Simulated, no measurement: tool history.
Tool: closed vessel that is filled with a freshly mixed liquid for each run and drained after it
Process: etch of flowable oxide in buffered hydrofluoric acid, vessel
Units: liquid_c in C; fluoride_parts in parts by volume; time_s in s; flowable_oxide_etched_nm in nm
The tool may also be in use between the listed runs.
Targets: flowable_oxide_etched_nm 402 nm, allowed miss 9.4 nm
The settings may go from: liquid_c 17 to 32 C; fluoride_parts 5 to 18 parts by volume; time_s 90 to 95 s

run,hour,liquid_c,fluoride_parts,time_s,flowable_oxide_etched_nm
1,0,24,11,90,209.88
2,3.1,25.5,10.5,90,239.07
3,6,25.5,10.5,95,253.06
4,10.9,27,10,95,285.9
5,14.5,27,10,90,271.34
6,21.5,27,10,90,273.63
7,29.1,28,10,90,287.35
8,30.6,29,9.5,90,311.18
9,33,29.5,9.5,90,321.91
10,33.9,30,9.5,90,329.56
11,39.6,30.5,9.5,90,338.99
12,48.3,31,9.5,90,348.99
13,52.1,31.5,9,90,364.48

Which of these 4 next moves meets every target?
A,55.9,32,8.5,95,?
B,55.9,32,9,95,?
C,55.9,30.5,8,95,?
D,55.9,31.5,8,90,?

move,flowable_oxide_etched_nm
A,425.96
B,400.37
C,420.73
D,419.88
A: takes the result that was furthest off past its target
B: meets every target
C: takes the result that was furthest off past its target
D: takes the result that was furthest off past its target
Answer: B
